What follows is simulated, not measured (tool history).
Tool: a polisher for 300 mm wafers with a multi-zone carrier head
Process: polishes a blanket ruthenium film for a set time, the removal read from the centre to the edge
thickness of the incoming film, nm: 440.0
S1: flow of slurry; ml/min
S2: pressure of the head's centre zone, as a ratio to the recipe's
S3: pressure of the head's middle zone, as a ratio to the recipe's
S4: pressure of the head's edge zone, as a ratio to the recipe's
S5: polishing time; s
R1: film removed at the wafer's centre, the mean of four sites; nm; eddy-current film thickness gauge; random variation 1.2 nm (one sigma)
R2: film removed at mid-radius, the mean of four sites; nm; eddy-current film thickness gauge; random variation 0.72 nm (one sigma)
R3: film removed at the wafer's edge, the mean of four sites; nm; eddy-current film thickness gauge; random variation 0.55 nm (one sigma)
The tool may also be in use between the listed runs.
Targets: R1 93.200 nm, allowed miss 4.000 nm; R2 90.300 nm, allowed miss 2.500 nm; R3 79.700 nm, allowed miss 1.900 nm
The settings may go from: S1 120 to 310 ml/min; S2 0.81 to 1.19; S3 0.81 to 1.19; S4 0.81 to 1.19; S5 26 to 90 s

run,hour,S1,S2,S3,S4,S5,R1,R2,R3
1,0.0,200,1.00,1.00,1.00,58,83.274,81.378,80.909
2,0.6,175,1.00,1.00,1.00,58,80.751,78.567,80.020
3,8.7,190,1.01,1.01,0.99,58,81.399,81.041,80.364
4,15.0,190,0.94,1.01,0.99,58,76.267,81.392,81.120
5,23.2,190,0.94,1.07,0.99,58,77.098,84.035,80.535
6,25.3,190,0.94,1.16,0.99,58,75.643,90.635,79.931
7,34.0,195,0.98,1.15,0.99,58,79.500,88.614,80.020
8,39.9,205,1.01,1.15,0.98,58,83.266,90.179,80.684
# hour 46.7: edge zone pressure recalibrated
9,46.7,210,1.03,1.15,0.97,58,86.196,90.745,77.188

Which of these 4 next moves meets every target?
A,53.5,195,0.96,1.18,0.96,58,?,?,?
B,53.5,215,0.89,1.14,1.03,58,?,?,?
C,53.5,170,0.95,1.09,1.08,60,?,?,?
D,53.5,170,1.12,1.12,1.00,61,?,?,?

move,R1,R2,R3
A,76.498,91.014,75.399
B,71.783,89.409,78.724
C,76.725,86.388,81.633
D,92.094,89.825,79.878
A: further off than the last run
B: further off than the last run
C: further off than the last run
D: meets every target
The right move is D.

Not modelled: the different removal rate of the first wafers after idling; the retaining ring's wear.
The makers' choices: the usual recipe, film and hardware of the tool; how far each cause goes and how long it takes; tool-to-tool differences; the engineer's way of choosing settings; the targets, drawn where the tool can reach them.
